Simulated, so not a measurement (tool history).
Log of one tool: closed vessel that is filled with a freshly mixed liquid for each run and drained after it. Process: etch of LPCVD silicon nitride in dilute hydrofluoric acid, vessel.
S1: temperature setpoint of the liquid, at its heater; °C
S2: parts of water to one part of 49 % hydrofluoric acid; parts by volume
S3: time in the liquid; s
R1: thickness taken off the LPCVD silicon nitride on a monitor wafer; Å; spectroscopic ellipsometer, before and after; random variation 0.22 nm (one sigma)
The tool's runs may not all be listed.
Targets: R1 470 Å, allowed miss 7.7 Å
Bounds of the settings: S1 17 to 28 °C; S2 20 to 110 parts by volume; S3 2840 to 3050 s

run,day,S1,S2,S3,R1
1,0,20,60,2840,212.9
2,0.404,17.5,60,2840,176.85
3,0.583,17.5,60,3050,189.42
4,0.883,19.5,60,3050,219.08
5,1.138,21,60,3050,244.78
6,1.262,23,60,3050,280.61
7,1.667,24,60,3050,298.23
8,1.912,28,45,3050,516.46
9,2.167,27,45,3050,478.26

4 next moves are on the table. One of them brings every result within its allowed miss. Which?
A,2.421,27,45,2950,?
B,2.421,27.5,50,3010,?
C,2.421,26,45,3050,?
D,2.421,27.5,50,3050,?

move,R1
A,466.78
B,443.8
C,451.62
D,449.7
A: meets every target
B: takes the result that was furthest off past its target
C: takes the result that was furthest off past its target
D: takes the result that was furthest off past its target
Move A is the one to make.
